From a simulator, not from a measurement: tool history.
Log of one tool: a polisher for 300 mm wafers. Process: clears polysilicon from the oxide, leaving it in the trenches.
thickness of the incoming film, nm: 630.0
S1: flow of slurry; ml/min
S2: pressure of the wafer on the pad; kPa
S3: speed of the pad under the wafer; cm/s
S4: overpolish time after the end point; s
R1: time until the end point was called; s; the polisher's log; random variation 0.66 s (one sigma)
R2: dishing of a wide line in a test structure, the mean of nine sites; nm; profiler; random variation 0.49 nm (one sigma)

| run | hour | S1 | S2 | S3 | S4 | R1 | R2 |
|---|---|---|---|---|---|---|---|
| 1 | 0.0 | 270 | 21.4 | 112 | 14 | 30.174 | 32.897 |
| 2 | 5.2 | 270 | 21.4 | 112 | 16 | 30.535 | 35.189 |
| 3 | 8.7 | 270 | 21.4 | 112 | 11 | 30.375 | 34.531 |
| 4 | 12.7 | 270 | 21.4 | 112 | 16 | 29.977 | 34.472 |
| 5 | 21.7 | 270 | 18.6 | 110 | 13 | 35.072 | 33.078 |
| 6 | 27.7 | 280 | 15.9 | 112 | 10 | 40.496 | 32.833 |
| 7 | 35.2 | 245 | 13.8 | 116 | 8 | 46.121 | 32.145 |
| 8 | 36.1 | 220 | 12.4 | 124 | 7 | 47.416 | 29.860 |

Forecast run 9:
| 9 | 38.2 | 205 | 11.7 | 130 | 6 | ? | ? |

{"run 9": {"R1": 48.141, "R2": 29.238}}
